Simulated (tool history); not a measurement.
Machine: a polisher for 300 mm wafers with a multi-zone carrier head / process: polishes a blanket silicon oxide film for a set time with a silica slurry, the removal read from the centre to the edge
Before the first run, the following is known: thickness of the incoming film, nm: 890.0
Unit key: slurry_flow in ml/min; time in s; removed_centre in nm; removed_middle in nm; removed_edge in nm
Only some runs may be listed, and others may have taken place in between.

{"run": 1, "hour": 0.0, "slurry_flow": 165, "centre_zone": 1.0, "middle_zone": 1.0, "edge_zone": 1.0, "slurry_solids": 1.0, "time": 57, "removed_centre": 152.96, "removed_middle": 154.07, "removed_edge": 148.72}
{"run": 2, "hour": 6.8, "slurry_flow": 165, "centre_zone": 1.0, "middle_zone": 1.0, "edge_zone": 1.0, "slurry_solids": 1.0, "time": 49, "removed_centre": 132.05, "removed_middle": 133.92, "removed_edge": 128.42}
{"run": 3, "hour": 13.8, "slurry_flow": 165, "centre_zone": 1.0, "middle_zone": 1.0, "edge_zone": 1.0, "slurry_solids": 1.0, "time": 63, "removed_centre": 167.51, "removed_middle": 169.05, "removed_edge": 164.02}
{"run": 4, "hour": 19.0, "slurry_flow": 165, "centre_zone": 1.0, "middle_zone": 1.0, "edge_zone": 1.0, "slurry_solids": 0.8, "time": 63, "removed_centre": 147.43, "removed_middle": 146.57, "removed_edge": 142.21}
{"run": 5, "hour": 20.1, "slurry_flow": 165, "centre_zone": 1.0, "middle_zone": 0.93, "edge_zone": 1.0, "slurry_solids": 0.8, "time": 63, "removed_centre": 147.77, "removed_middle": 136.66, "removed_edge": 145.07}
{"run": 6, "hour": 26.1, "slurry_flow": 165, "centre_zone": 1.0, "middle_zone": 0.93, "edge_zone": 1.07, "slurry_solids": 0.8, "time": 63, "removed_centre": 145.93, "removed_middle": 137.9, "removed_edge": 149.75}
{"run": 7, "hour": 30.0, "slurry_flow": 175, "centre_zone": 0.99, "middle_zone": 0.95, "edge_zone": 1.09, "slurry_solids": 0.85, "time": 63, "removed_centre": 156.69, "removed_middle": 147.87, "removed_edge": 154.24}
{"run": 8, "hour": 34.8, "slurry_flow": 170, "centre_zone": 0.96, "middle_zone": 0.96, "edge_zone": 1.1, "slurry_solids": 0.9, "time": 63, "removed_centre": 155.52, "removed_middle": 155.61, "removed_edge": 163.86}
{"run": 9, "hour": 39.3, "slurry_flow": 180, "centre_zone": 0.94, "middle_zone": 0.97, "edge_zone": 1.11, "slurry_solids": 0.9, "time": 63, "removed_centre": 151.5, "removed_middle": 156.52, "removed_edge": 166.61}
{"run": 10, "hour": 46.3, "slurry_flow": 185, "centre_zone": 0.94, "middle_zone": 0.99, "edge_zone": 1.12, "slurry_solids": 0.9, "time": 63, "removed_centre": 152.24, "removed_middle": 160.57, "removed_edge": 167.33}
{"run": 11, "hour": 52.3, "slurry_flow": 190, "centre_zone": 0.94, "middle_zone": 1.01, "edge_zone": 1.13, "slurry_solids": 0.9, "time": 63, "removed_centre": 155.55, "removed_middle": 163.54, "removed_edge": 165.42}
{"run": 12, "hour": 57.1, "slurry_flow": 195, "centre_zone": 0.93, "middle_zone": 1.02, "edge_zone": 1.14, "slurry_solids": 0.9, "time": 63, "removed_centre": 155.82, "removed_middle": 164.63, "removed_edge": 171.82}
{"run": 13, "hour": 62.7, "slurry_flow": 200, "centre_zone": 0.93, "middle_zone": 1.04, "edge_zone": 1.14, "slurry_solids": 0.9, "time": 63, "removed_centre": 153.27, "removed_middle": 172.66, "removed_edge": 172.33}
{"run": 14, "hour": 66.9, "slurry_flow": 205, "centre_zone": 0.93, "middle_zone": 1.05, "edge_zone": 1.14, "slurry_solids": 0.9, "time": 63, "removed_centre": 153.53, "removed_middle": 169.83, "removed_edge": 170.2}
{"run": 15, "hour": 68.7, "slurry_flow": 215, "centre_zone": 0.92, "middle_zone": 1.12, "edge_zone": 1.17, "slurry_solids": 1.0, "time": 63, "removed_centre": 166.27, "removed_middle": 196.27, "removed_edge": 183.73}
{"run": 16, "hour": 75.1, "slurry_flow": 210, "centre_zone": 0.92, "middle_zone": 1.11, "edge_zone": 1.17, "slurry_solids": 1.0, "time": 63, "removed_centre": 163.26, "removed_middle": 194.36, "removed_edge": 184.82}
{"run": 17, "hour": 82.0, "slurry_flow": 205, "centre_zone": 0.92, "middle_zone": 1.1, "edge_zone": 1.16, "slurry_solids": 1.0, "time": 63, "removed_centre": 161.87, "removed_middle": 190.47, "removed_edge": 184.54}

For run 18, what comes out?
{"run": 18, "hour": 89.6, "slurry_flow": 205, "centre_zone": 0.92, "middle_zone": 1.1, "edge_zone": 1.15, "slurry_solids": 1.0, "time": 63, "removed_centre": "?", "removed_middle": "?", "removed_edge": "?"}

Run 18 came out at removed_centre 164.07 nm, removed_middle 192.24 nm, removed_edge 178.84 nm.

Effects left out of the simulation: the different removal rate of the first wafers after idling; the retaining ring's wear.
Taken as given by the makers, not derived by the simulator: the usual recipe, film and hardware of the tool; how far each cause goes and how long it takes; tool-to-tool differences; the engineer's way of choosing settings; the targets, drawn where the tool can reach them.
